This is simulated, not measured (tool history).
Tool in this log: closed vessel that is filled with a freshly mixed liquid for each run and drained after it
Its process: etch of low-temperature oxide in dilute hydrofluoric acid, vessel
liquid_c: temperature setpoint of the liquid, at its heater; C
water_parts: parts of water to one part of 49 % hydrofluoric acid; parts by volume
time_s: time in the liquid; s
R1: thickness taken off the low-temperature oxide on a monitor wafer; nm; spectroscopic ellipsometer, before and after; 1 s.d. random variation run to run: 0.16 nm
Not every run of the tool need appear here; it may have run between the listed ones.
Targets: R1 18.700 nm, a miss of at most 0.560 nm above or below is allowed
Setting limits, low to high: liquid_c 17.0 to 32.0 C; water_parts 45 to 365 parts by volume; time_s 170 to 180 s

Run 1, hour 0.0: liquid_c 24.0 C, water_parts 205 parts by volume, time_s 170 s. Result: R1 22.905 nm.
Run 2, hour 5.1: liquid_c 24.0 C, water_parts 205 parts by volume, time_s 180 s. Result: R1 24.244 nm.
Run 3, hour 13.4: liquid_c 22.0 C, water_parts 205 parts by volume, time_s 180 s. Result: R1 22.837 nm.
Run 4, hour 16.8: liquid_c 22.0 C, water_parts 205 parts by volume, time_s 180 s. Result: R1 22.763 nm.
Run 5, hour 25.7: liquid_c 20.5 C, water_parts 205 parts by volume, time_s 180 s. Result: R1 21.361 nm.
Run 6, hour 34.9: liquid_c 19.5 C, water_parts 205 parts by volume, time_s 180 s. Result: R1 20.692 nm.
Run 7, hour 37.6: liquid_c 19.0 C, water_parts 205 parts by volume, time_s 180 s. Result: R1 20.307 nm.
Run 8, hour 38.5: liquid_c 18.5 C, water_parts 205 parts by volume, time_s 180 s. Result: R1 19.633 nm.
Run 9, hour 44.1: liquid_c 18.0 C, water_parts 205 parts by volume, time_s 180 s. Result: R1 19.330 nm.

Below are 4 possible settings for the next run. Only one of them brings all results inside the allowed miss of their targets. Which is it?
Run A, hour 49.7: liquid_c 18.5 C, water_parts 215 parts by volume, time_s 170 s. Result: R1 ?.
Run B, hour 49.7: liquid_c 17.0 C, water_parts 205 parts by volume, time_s 170 s. Result: R1 ?.
Run C, hour 49.7: liquid_c 19.5 C, water_parts 210 parts by volume, time_s 170 s. Result: R1 ?.
Run D, hour 49.7: liquid_c 23.0 C, water_parts 245 parts by volume, time_s 170 s. Result: R1 ?.

move      R1
   A  17.458
   B  17.420
   C  18.669
   D  17.628
A: pushes the last run's worst result past its target
B: pushes the last run's worst result past its target
C: each result inside its tolerance
D: pushes the last run's worst result past its target
The right move is C.
